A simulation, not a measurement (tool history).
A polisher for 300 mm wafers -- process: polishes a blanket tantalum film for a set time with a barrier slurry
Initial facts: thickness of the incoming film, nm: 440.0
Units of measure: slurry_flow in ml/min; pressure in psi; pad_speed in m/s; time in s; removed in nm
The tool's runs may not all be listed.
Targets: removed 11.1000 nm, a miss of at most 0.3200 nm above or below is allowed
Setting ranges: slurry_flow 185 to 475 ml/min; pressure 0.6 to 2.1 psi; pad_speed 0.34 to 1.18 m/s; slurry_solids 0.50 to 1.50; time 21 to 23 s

Run 1, day 0.000: slurry_flow 305 ml/min, pressure 1.3 psi, pad_speed 0.76 m/s, slurry_solids 1.00, time 23 s. Result: removed 16.2210 nm.
Run 2, day 0.154: slurry_flow 305 ml/min, pressure 1.3 psi, pad_speed 0.76 m/s, slurry_solids 1.00, time 23 s. Result: removed 16.3010 nm.
Run 3, day 0.342: slurry_flow 305 ml/min, pressure 1.3 psi, pad_speed 0.68 m/s, slurry_solids 1.00, time 23 s. Result: removed 14.6080 nm.
Run 4, day 0.608: slurry_flow 305 ml/min, pressure 1.2 psi, pad_speed 0.68 m/s, slurry_solids 1.00, time 23 s. Result: removed 13.6740 nm.
Run 5, day 0.967: slurry_flow 305 ml/min, pressure 1.2 psi, pad_speed 0.68 m/s, slurry_solids 1.15, time 23 s. Result: removed 14.3040 nm.
At day 1.171: worn pad replaced by a new one.
Run 6, day 1.171: slurry_flow 305 ml/min, pressure 1.2 psi, pad_speed 0.78 m/s, slurry_solids 1.15, time 23 s. Result: removed 18.2170 nm.
Run 7, day 1.538: slurry_flow 305 ml/min, pressure 1.1 psi, pad_speed 0.76 m/s, slurry_solids 1.15, time 23 s. Result: removed 16.2690 nm.
Run 8, day 1.596: slurry_flow 305 ml/min, pressure 1.0 psi, pad_speed 0.74 m/s, slurry_solids 1.15, time 23 s. Result: removed 14.5280 nm.
Run 9, day 1.925: slurry_flow 300 ml/min, pressure 0.6 psi, pad_speed 0.74 m/s, slurry_solids 1.15, time 23 s. Result: removed 9.1812 nm.
Run 10, day 2.208: slurry_flow 310 ml/min, pressure 0.6 psi, pad_speed 0.74 m/s, slurry_solids 1.15, time 23 s. Result: removed 9.2889 nm.
Run 11, day 2.321: slurry_flow 310 ml/min, pressure 0.7 psi, pad_speed 0.74 m/s, slurry_solids 1.15, time 23 s. Result: removed 10.5760 nm.
Run 12, day 2.646: slurry_flow 320 ml/min, pressure 0.7 psi, pad_speed 0.74 m/s, slurry_solids 1.15, time 23 s. Result: removed 10.6060 nm.
Run 13, day 2.783: slurry_flow 330 ml/min, pressure 0.7 psi, pad_speed 0.74 m/s, slurry_solids 1.15, time 23 s. Result: removed 10.7680 nm.

4 candidate next runs follow, results not yet known. Just one meets every target within its allowed miss. Identify it.
Run A, day 2.921: slurry_flow 380 ml/min, pressure 0.6 psi, pad_speed 0.94 m/s, slurry_solids 1.05, time 21 s. Result: removed ?.
Run B, day 2.921: slurry_flow 305 ml/min, pressure 0.7 psi, pad_speed 0.84 m/s, slurry_solids 1.05, time 22 s. Result: removed ?.
Run C, day 2.921: slurry_flow 395 ml/min, pressure 0.7 psi, pad_speed 0.76 m/s, slurry_solids 1.05, time 22 s. Result: removed ?.
Run D, day 2.921: slurry_flow 280 ml/min, pressure 0.8 psi, pad_speed 0.70 m/s, slurry_solids 0.90, time 23 s. Result: removed ?.

move  removed
   A  10.6510
   B  11.2220
   C  10.4070
   D  10.3820
A: further off than the last run
B: in spec on every target
C: further off than the last run
D: further off than the last run
Move B is the one to make.
